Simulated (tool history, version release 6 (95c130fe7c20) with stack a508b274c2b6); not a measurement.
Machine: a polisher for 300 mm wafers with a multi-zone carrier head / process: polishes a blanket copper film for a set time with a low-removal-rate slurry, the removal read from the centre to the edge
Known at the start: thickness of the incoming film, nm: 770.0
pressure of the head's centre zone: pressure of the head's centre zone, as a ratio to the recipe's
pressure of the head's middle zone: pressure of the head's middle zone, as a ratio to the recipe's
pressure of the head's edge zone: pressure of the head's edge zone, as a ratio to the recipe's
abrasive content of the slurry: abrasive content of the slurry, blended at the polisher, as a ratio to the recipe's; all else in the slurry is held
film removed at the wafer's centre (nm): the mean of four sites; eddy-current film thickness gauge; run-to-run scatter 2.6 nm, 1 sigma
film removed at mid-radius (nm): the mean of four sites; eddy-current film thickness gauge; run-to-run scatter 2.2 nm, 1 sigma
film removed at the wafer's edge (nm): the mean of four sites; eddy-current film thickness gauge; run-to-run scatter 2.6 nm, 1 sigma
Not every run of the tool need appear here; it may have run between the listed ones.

| run | day | flow of slurry (ml/min) | pressure of the head's centre zone | pressure of the head's middle zone | pressure of the head's edge zone | abrasive content of the slurry | polishing time (s) | film removed at the wafer's centre (nm) | film removed at mid-radius (nm) | film removed at the wafer's edge (nm) |
|---|---|---|---|---|---|---|---|---|---|---|
| 1 | 0.000 | 210 | 1.00 | 1.00 | 1.00 | 1.00 | 73 | 274.94 | 267.69 | 273.42 |
| 2 | 0.346 | 205 | 1.01 | 0.96 | 1.00 | 0.90 | 70 | 259.25 | 243.75 | 260.59 |
| 3 | 0.500 | 205 | 1.01 | 0.96 | 1.00 | 0.90 | 59 | 214.09 | 204.05 | 215.20 |
| 4 | 0.529 | 200 | 1.03 | 0.93 | 0.99 | 0.85 | 59 | 216.26 | 197.90 | 214.14 |
| 5 | 0.638 | 235 | 1.03 | 0.93 | 0.99 | 0.85 | 59 | 226.98 | 198.81 | 215.34 |
| 6 | 0.867 | 235 | 1.03 | 0.91 | 0.99 | 0.80 | 59 | 222.21 | 192.23 | 214.45 |
| 7 | 0.992 | 240 | 1.04 | 0.89 | 0.98 | 0.75 | 59 | 222.21 | 187.83 | 212.01 |

For run 8, what comes out?
| 8 | 1.250 | 240 | 1.05 | 0.87 | 0.98 | 0.75 | 59 | ? | ? | ? |

film removed at the wafer's centre (nm): 222.99
film removed at mid-radius (nm): 180.20
film removed at the wafer's edge (nm): 207.20
